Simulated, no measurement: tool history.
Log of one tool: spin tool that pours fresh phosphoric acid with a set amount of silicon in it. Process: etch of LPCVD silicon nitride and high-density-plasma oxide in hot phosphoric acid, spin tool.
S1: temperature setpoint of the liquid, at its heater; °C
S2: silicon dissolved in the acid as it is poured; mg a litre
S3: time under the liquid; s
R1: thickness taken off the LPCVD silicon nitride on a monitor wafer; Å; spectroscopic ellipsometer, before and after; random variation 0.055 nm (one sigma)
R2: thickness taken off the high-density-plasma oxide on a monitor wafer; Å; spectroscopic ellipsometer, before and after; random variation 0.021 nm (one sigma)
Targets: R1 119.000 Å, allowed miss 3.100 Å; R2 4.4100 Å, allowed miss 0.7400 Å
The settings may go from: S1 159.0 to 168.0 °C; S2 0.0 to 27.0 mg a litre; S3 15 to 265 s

run  hour     S1    S2   S3       R1      R2
  1   0.0  164.0  12.0  135  146.870  4.9785
  2   6.3  162.5  12.0  135  138.540  4.0246
  3  11.1  162.5   9.5  130  133.580  4.4270
  4  15.6  162.5  12.0  130  132.520  4.4238
  5  20.6  162.5  12.0   90   92.106  2.7426
  6  23.6  163.5  12.0   95   99.556  2.9587
  7  30.3  164.5  10.5   95  103.370  3.9782
  8  36.2  166.5  18.0  110  129.680  4.1579

5 next moves are on the table. One of them brings every result within its allowed miss. Which?
  A  42.1  165.5  12.0  105   ?   ?
  B  42.1  168.0  10.5  105   ?   ?
  C  42.1  165.0  18.0  115   ?   ?
  D  42.1  166.0  17.5  125   ?   ?
  E  42.1  166.0  18.0  115   ?   ?

move       R1      R2
   A  118.660  4.3052
   B  128.720  5.3320
   C  127.850  3.9132
   D  143.590  4.6339
   E  132.100  4.2064
A: meets every target
B: nearer than the last run, and not there yet
C: nearer than the last run, and not there yet
D: further off than the last run
E: further off than the last run
Move A is the one to make.
